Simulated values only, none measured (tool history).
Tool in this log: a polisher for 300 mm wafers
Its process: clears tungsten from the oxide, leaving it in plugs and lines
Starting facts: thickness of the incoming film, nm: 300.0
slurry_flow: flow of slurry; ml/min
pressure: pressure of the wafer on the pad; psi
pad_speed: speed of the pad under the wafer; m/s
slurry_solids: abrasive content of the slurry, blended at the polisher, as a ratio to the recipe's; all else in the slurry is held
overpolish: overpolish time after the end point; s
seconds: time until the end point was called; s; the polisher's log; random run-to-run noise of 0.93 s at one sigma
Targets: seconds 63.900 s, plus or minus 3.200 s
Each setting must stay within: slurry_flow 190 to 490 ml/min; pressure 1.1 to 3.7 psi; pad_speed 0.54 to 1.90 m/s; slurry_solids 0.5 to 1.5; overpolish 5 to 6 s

{"run": 1, "hour": 0.0, "slurry_flow": 315, "pressure": 2.4, "pad_speed": 1.22, "slurry_solids": 1.0, "overpolish": 6, "seconds": 96.433}
{"run": 2, "hour": 4.3, "slurry_flow": 315, "pressure": 2.5, "pad_speed": 1.22, "slurry_solids": 1.0, "overpolish": 6, "seconds": 95.19}
{"run": 3, "hour": 11.5, "slurry_flow": 315, "pressure": 2.5, "pad_speed": 1.22, "slurry_solids": 0.8, "overpolish": 6, "seconds": 100.58}
{"run": 4, "hour": 17.3, "slurry_flow": 315, "pressure": 2.7, "pad_speed": 1.24, "slurry_solids": 0.8, "overpolish": 6, "seconds": 95.153}
{"run": 5, "hour": 19.8, "slurry_flow": 315, "pressure": 2.8, "pad_speed": 1.28, "slurry_solids": 0.8, "overpolish": 6, "seconds": 89.092}
{"run": 6, "hour": 21.7, "slurry_flow": 315, "pressure": 2.9, "pad_speed": 1.3, "slurry_solids": 0.8, "overpolish": 6, "seconds": 85.947}
{"run": 7, "hour": 24.4, "slurry_flow": 315, "pressure": 3.0, "pad_speed": 1.32, "slurry_solids": 0.8, "overpolish": 6, "seconds": 80.841}
{"run": 8, "hour": 32.5, "slurry_flow": 315, "pressure": 3.1, "pad_speed": 1.32, "slurry_solids": 0.8, "overpolish": 6, "seconds": 78.136}
{"run": 9, "hour": 37.1, "slurry_flow": 315, "pressure": 3.2, "pad_speed": 1.32, "slurry_solids": 0.8, "overpolish": 6, "seconds": 78.048}
{"run": 10, "hour": 39.2, "slurry_flow": 315, "pressure": 3.3, "pad_speed": 1.34, "slurry_solids": 0.8, "overpolish": 6, "seconds": 74.379}
{"run": 11, "hour": 41.7, "slurry_flow": 315, "pressure": 3.4, "pad_speed": 1.36, "slurry_solids": 0.8, "overpolish": 6, "seconds": 73.473}
{"run": 12, "hour": 43.4, "slurry_flow": 315, "pressure": 3.4, "pad_speed": 1.38, "slurry_solids": 0.8, "overpolish": 6, "seconds": 71.034}

Consider the 4 candidate settings below. Which is the only one whose results all fall within their allowed miss of target?
{"run": "A", "hour": 45.1, "slurry_flow": 340, "pressure": 3.7, "pad_speed": 1.28, "slurry_solids": 0.8, "overpolish": 6, "seconds": "?"}
{"run": "B", "hour": 45.1, "slurry_flow": 190, "pressure": 3.0, "pad_speed": 1.38, "slurry_solids": 1.0, "overpolish": 5, "seconds": "?"}
{"run": "C", "hour": 45.1, "slurry_flow": 285, "pressure": 3.7, "pad_speed": 1.22, "slurry_solids": 0.9, "overpolish": 6, "seconds": "?"}
{"run": "D", "hour": 45.1, "slurry_flow": 255, "pressure": 3.5, "pad_speed": 1.5, "slurry_solids": 0.8, "overpolish": 6, "seconds": "?"}

move=A seconds=71.809
move=B seconds=78.949
move=C seconds=74.138
move=D seconds=66.035
A: lands further from the targets than the last run did
B: lands further from the targets than the last run did
C: lands further from the targets than the last run did
D: every result lands within tolerance
Correct choice: D, which meets every target
